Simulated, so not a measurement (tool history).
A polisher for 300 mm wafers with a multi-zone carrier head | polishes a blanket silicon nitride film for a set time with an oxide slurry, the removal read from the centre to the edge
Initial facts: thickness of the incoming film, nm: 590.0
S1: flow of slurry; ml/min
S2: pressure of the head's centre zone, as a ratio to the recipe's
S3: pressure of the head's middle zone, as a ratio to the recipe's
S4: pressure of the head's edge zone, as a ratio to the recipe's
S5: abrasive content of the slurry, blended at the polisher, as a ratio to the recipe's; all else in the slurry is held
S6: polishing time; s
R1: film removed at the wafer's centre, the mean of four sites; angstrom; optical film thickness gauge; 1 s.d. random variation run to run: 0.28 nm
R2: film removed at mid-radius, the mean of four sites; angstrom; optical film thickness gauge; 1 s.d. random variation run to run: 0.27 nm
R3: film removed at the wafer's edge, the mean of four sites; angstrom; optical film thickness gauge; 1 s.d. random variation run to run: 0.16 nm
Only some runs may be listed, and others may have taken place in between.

run,hour,S1,S2,S3,S4,S5,S6,R1,R2,R3
1,0,220,1,1,1,1,53,265.73,278.95,264.81
2,3.8,220,1.04,1,1,1,53,272.11,270.95,268.4
3,11.4,210,1,0.97,0.97,0.9,53,250.22,259.65,247.74
4,13.1,210,1,0.97,0.97,0.9,62,289.12,293.46,287.72
5,17,210,1,0.94,0.97,0.9,62,297.71,291.39,288.88
6,20.1,210,1,0.94,1.04,0.9,62,298.4,282.81,298.88

Expected results for the next run?
7,28.9,200,0.97,0.92,1,0.8,61,?,?,?

R1: 254.15 angstrom
R2: 257.89 angstrom
R3: 270.31 angstrom
